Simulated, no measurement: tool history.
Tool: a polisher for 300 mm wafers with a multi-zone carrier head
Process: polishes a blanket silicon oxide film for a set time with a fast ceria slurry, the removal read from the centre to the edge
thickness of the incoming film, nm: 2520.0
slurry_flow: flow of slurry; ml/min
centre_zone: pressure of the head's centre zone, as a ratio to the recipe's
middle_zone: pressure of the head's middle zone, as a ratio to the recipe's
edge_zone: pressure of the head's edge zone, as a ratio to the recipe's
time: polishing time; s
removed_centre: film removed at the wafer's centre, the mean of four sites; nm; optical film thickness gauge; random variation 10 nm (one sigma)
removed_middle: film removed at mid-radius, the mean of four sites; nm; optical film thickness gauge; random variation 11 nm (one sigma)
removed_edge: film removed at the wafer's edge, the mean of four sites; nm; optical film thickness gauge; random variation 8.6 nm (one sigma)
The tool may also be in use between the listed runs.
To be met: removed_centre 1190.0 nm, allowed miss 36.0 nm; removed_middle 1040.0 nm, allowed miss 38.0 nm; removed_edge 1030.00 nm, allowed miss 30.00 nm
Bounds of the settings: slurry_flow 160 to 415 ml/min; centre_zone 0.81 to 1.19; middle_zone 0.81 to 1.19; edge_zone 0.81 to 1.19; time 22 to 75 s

run 1 hour=0.0 | slurry_flow=265 centre_zone=1.00 middle_zone=1.00 edge_zone=1.00 time=48 | removed_centre=1043.1 removed_middle=1030.1 removed_edge=1041.80
run 2 hour=5.6 | slurry_flow=280 centre_zone=1.02 middle_zone=1.00 edge_zone=0.99 time=48 | removed_centre=1065.3 removed_middle=1066.3 removed_edge=1044.20
run 3 hour=13.6 | slurry_flow=280 centre_zone=1.02 middle_zone=1.00 edge_zone=0.99 time=56 | removed_centre=1231.1 removed_middle=1238.3 removed_edge=1209.30
run 4 hour=17.5 | slurry_flow=280 centre_zone=1.02 middle_zone=1.00 edge_zone=1.07 time=56 | removed_centre=1243.4 removed_middle=1237.4 removed_edge=1234.00
run 5 hour=20.4 | slurry_flow=280 centre_zone=1.07 middle_zone=1.00 edge_zone=1.07 time=56 | removed_centre=1314.3 removed_middle=1213.1 removed_edge=1236.60
run 6 hour=23.9 | slurry_flow=325 centre_zone=1.07 middle_zone=1.00 edge_zone=1.07 time=56 | removed_centre=1328.0 removed_middle=1231.5 removed_edge=1249.60
run 7 hour=27.9 | slurry_flow=320 centre_zone=1.08 middle_zone=1.00 edge_zone=1.04 time=54 | removed_centre=1317.6 removed_middle=1212.2 removed_edge=1193.40
run 8 hour=32.2 | slurry_flow=310 centre_zone=1.08 middle_zone=0.99 edge_zone=1.01 time=53 | removed_centre=1277.7 removed_middle=1155.8 removed_edge=1141.10
run 9 hour=35.2 | slurry_flow=235 centre_zone=1.06 middle_zone=0.95 edge_zone=0.91 time=52 | removed_centre=1170.5 removed_middle=1061.7 removed_edge=1061.70

5 next moves are on the table. One of them brings every result within its allowed miss. Which?
run A hour=38.2 | slurry_flow=240 centre_zone=1.06 middle_zone=0.88 edge_zone=0.98 time=52 | removed_centre=? removed_middle=? removed_edge=?
run B hour=38.2 | slurry_flow=240 centre_zone=1.10 middle_zone=1.03 edge_zone=0.84 time=50 | removed_centre=? removed_middle=? removed_edge=?
run C hour=38.2 | slurry_flow=285 centre_zone=1.08 middle_zone=0.92 edge_zone=0.85 time=50 | removed_centre=? removed_middle=? removed_edge=?
run D hour=38.2 | slurry_flow=235 centre_zone=1.06 middle_zone=1.02 edge_zone=0.94 time=52 | removed_centre=? removed_middle=? removed_edge=?
run E hour=38.2 | slurry_flow=180 centre_zone=1.04 middle_zone=0.92 edge_zone=0.96 time=54 | removed_centre=? removed_middle=? removed_edge=?

move=A removed_centre=1181.1 removed_middle=1017.7 removed_edge=1093.30
move=B removed_centre=1179.9 removed_middle=1100.0 removed_edge=992.78
move=C removed_centre=1185.0 removed_middle=1032.6 removed_edge=1014.30
move=D removed_centre=1178.3 removed_middle=1132.4 removed_edge=1072.30
move=E removed_centre=1142.3 removed_middle=1042.0 removed_edge=1087.70
A: further off than the last run
B: takes the result that was furthest off past its target
C: meets every target
D: further off than the last run
E: further off than the last run
Answer: C
